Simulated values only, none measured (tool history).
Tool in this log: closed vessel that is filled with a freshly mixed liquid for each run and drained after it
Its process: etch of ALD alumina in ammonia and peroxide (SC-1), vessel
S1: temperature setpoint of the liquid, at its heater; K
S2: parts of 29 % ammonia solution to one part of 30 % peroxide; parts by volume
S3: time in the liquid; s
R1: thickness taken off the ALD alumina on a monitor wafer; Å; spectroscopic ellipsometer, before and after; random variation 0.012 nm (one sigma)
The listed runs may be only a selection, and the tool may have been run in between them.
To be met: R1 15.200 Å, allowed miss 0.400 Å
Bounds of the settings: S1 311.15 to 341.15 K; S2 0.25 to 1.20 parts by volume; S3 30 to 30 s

| run | day | S1 | S2 | S3 | R1 |
|---|---|---|---|---|---|
| 1 | 0.000 | 325.15 | 0.95 | 30 | 20.175 |
| 2 | 0.167 | 327.65 | 0.95 | 30 | 23.010 |
| 3 | 0.504 | 325.65 | 0.95 | 30 | 20.572 |
| 4 | 0.571 | 324.15 | 0.95 | 30 | 19.105 |
| 5 | 0.933 | 317.65 | 0.95 | 30 | 13.314 |
| 6 | 1.208 | 317.65 | 1.05 | 30 | 13.333 |
| 7 | 1.312 | 318.15 | 1.05 | 30 | 13.968 |
| 8 | 1.671 | 318.65 | 1.05 | 30 | 14.411 |
| 9 | 1.875 | 319.15 | 1.05 | 30 | 14.815 |

Of the 5 settings listed for the next run, only one would bring every result within its allowed miss of target. Which one?
| A | 2.079 | 320.15 | 0.95 | 30 | ? |
| B | 2.079 | 319.15 | 0.75 | 30 | ? |
| C | 2.079 | 318.65 | 1.15 | 30 | ? |
| D | 2.079 | 318.65 | 1.00 | 30 | ? |
| E | 2.079 | 318.65 | 1.20 | 30 | ? |

| move | R1 |
|---|---|
| A | 15.358 |
| B | 14.194 |
| C | 14.371 |
| D | 14.181 |
| E | 14.430 |
A: all results land within tolerance of their targets
B: further off than the last run
C: further off than the last run
D: further off than the last run
E: further off than the last run
The move that meets every target is A.

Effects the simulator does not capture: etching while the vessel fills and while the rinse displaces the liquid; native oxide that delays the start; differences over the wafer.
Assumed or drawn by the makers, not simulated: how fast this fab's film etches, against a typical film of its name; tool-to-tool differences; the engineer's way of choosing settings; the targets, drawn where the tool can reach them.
